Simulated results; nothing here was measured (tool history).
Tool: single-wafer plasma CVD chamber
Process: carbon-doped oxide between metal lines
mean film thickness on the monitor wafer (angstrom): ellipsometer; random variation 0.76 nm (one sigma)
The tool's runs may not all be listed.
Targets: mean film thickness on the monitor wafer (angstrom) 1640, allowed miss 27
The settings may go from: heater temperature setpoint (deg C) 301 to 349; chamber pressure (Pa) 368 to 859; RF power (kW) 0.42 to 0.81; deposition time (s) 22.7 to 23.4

run	hour	heater temperature setpoint (deg C)	chamber pressure (Pa)	RF power (kW)	deposition time (s)	mean film thickness on the monitor wafer (angstrom)
1	0	325	613	0.615	22.7	1340.5
2	7	319	671	0.65	22.7	1445.2
3	8.8	315	719	0.665	22.7	1495.2
4	10.4	312	747	0.68	22.7	1547.8
5	15.9	323	747	0.68	22.7	1495.4
6	17.2	319	785	0.69	22.7	1542
7	18.6	315	809	0.695	22.7	1565.3
8	21.7	312	825	0.7	22.7	1591.2

Which of these 5 next moves meets every target?
A	24.8	317	859	0.71	23.4	?
B	24.8	309	792	0.685	22.7	?
C	24.8	307	817	0.63	22.7	?
D	24.8	317	773	0.675	23.4	?
E	24.8	318	835	0.71	22.7	?

move	mean film thickness on the monitor wafer (angstrom)
A	1632.1
B	1586.1
C	1523.6
D	1568.1
E	1574.7
A: meets every target
B: further off than the last run
C: further off than the last run
D: further off than the last run
E: further off than the last run
Answer: A
